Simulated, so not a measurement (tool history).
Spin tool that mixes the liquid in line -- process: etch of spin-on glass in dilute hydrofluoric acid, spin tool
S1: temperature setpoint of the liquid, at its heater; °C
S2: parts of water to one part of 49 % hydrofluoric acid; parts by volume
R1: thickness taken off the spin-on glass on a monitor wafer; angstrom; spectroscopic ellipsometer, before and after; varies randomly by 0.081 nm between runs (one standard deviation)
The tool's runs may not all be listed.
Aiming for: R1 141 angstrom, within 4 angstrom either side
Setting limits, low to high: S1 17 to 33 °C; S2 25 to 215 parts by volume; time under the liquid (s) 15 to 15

run 1 day=0 | S1=25 S2=120 time_under_the_liquid_(s)=15 | R1=36.606
run 2 day=0.196 | S1=25 S2=120 time_under_the_liquid_(s)=15 | R1=37.168
run 3 day=0.462 | S1=25 S2=120 time_under_the_liquid_(s)=15 | R1=36.952
run 4 day=0.529 | S1=26.5 S2=120 time_under_the_liquid_(s)=15 | R1=39.612
run 5 day=0.867 | S1=26.5 S2=120 time_under_the_liquid_(s)=15 | R1=39.211
run 6 day=1.004 | S1=28 S2=100 time_under_the_liquid_(s)=15 | R1=51.387
run 7 day=1.375 | S1=29 S2=85 time_under_the_liquid_(s)=15 | R1=64.109
run 8 day=1.467 | S1=30 S2=70 time_under_the_liquid_(s)=15 | R1=82.592
run 9 day=1.55 | S1=30.5 S2=60 time_under_the_liquid_(s)=15 | R1=100.01
run 10 day=1.712 | S1=31 S2=55 time_under_the_liquid_(s)=15 | R1=110.9
run 11 day=2.067 | S1=31.5 S2=50 time_under_the_liquid_(s)=15 | R1=125.77
run 12 day=2.421 | S1=32 S2=50 time_under_the_liquid_(s)=15 | R1=127.51
run 13 day=2.479 | S1=32 S2=50 time_under_the_liquid_(s)=15 | R1=129.15
run 14 day=2.783 | S1=32.5 S2=50 time_under_the_liquid_(s)=15 | R1=131.45
run 15 day=2.812 | S1=33 S2=50 time_under_the_liquid_(s)=15 | R1=133.59
run 16 day=3.167 | S1=33 S2=45 time_under_the_liquid_(s)=15 | R1=147.94
run 17 day=3.333 | S1=32.5 S2=45 time_under_the_liquid_(s)=15 | R1=146.08

Next run, 5 choices. One meets every target within its allowed miss, the rest don't. Which?
run A day=3.5 | S1=33 S2=50 time_under_the_liquid_(s)=15 | R1=?
run B day=3.5 | S1=32 S2=50 time_under_the_liquid_(s)=15 | R1=?
run C day=3.5 | S1=31.5 S2=45 time_under_the_liquid_(s)=15 | R1=?
run D day=3.5 | S1=32.5 S2=50 time_under_the_liquid_(s)=15 | R1=?
run E day=3.5 | S1=33 S2=45 time_under_the_liquid_(s)=15 | R1=?

move=A R1=134.09
move=B R1=129.03
move=C R1=141.75
move=D R1=131.54
move=E R1=150.23
A: pushes the last run's worst result past its target
B: pushes the last run's worst result past its target
C: meets every target
D: pushes the last run's worst result past its target
E: the biggest miss grows against the last run
Correct choice: C, which meets every target
